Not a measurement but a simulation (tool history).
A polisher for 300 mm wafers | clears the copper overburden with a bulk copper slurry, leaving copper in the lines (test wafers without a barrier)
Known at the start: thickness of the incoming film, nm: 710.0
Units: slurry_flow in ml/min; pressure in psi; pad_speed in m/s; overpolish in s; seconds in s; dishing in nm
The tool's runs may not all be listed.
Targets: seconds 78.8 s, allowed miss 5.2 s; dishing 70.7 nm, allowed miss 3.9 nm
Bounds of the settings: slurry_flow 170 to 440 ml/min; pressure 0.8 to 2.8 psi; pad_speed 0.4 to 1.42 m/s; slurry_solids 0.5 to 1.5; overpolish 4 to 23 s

run 1 day=0 | slurry_flow=280 pressure=1.8 pad_speed=0.9 slurry_solids=1 overpolish=12 | seconds=131.85 dishing=46.423
run 2 day=0.221 | slurry_flow=280 pressure=1.8 pad_speed=1.08 slurry_solids=1 overpolish=12 | seconds=106.91 dishing=52.66
run 3 day=0.521 | slurry_flow=280 pressure=1.5 pad_speed=1.08 slurry_solids=1 overpolish=12 | seconds=125.16 dishing=47.378
run 4 day=0.638 | slurry_flow=280 pressure=1.5 pad_speed=1.08 slurry_solids=1 overpolish=10 | seconds=123.89 dishing=40.754
run 5 day=0.85 | slurry_flow=280 pressure=1.5 pad_speed=1 slurry_solids=1 overpolish=10 | seconds=135.68 dishing=38.812
run 6 day=1.162 | slurry_flow=280 pressure=1.7 pad_speed=1 slurry_solids=1 overpolish=10 | seconds=122.06 dishing=41.196
run 7 day=1.254 | slurry_flow=280 pressure=1.8 pad_speed=1 slurry_solids=1 overpolish=11 | seconds=115.66 dishing=47.849
run 8 day=1.342 | slurry_flow=280 pressure=1.9 pad_speed=1 slurry_solids=1 overpolish=11 | seconds=112.77 dishing=49.733
run 9 day=1.708 | slurry_flow=280 pressure=2.4 pad_speed=1.04 slurry_solids=1 overpolish=11 | seconds=87.977 dishing=58.805

5 next moves are on the table. One of them brings every result within its allowed miss. Which?
run A day=2.075 | slurry_flow=295 pressure=2.8 pad_speed=1.16 slurry_solids=1 overpolish=13 | seconds=? dishing=?
run B day=2.075 | slurry_flow=280 pressure=2.3 pad_speed=1.22 slurry_solids=1 overpolish=8 | seconds=? dishing=?
run C day=2.075 | slurry_flow=335 pressure=2.6 pad_speed=1.02 slurry_solids=1 overpolish=11 | seconds=? dishing=?
run D day=2.075 | slurry_flow=330 pressure=2.5 pad_speed=1.14 slurry_solids=1 overpolish=16 | seconds=? dishing=?
run E day=2.075 | slurry_flow=280 pressure=2.1 pad_speed=1.38 slurry_solids=0.8 overpolish=13 | seconds=? dishing=?

move=A seconds=71.231 dishing=77.766
move=B seconds=80.392 dishing=50.493
move=C seconds=85.283 dishing=61.589
move=D seconds=79.184 dishing=81.11
move=E seconds=81.993 dishing=68.713
A: takes the result that was furthest off past its target
B: further off than the last run
C: nearer than the last run, and not there yet
D: takes the result that was furthest off past its target
E: meets every target
Answer: E
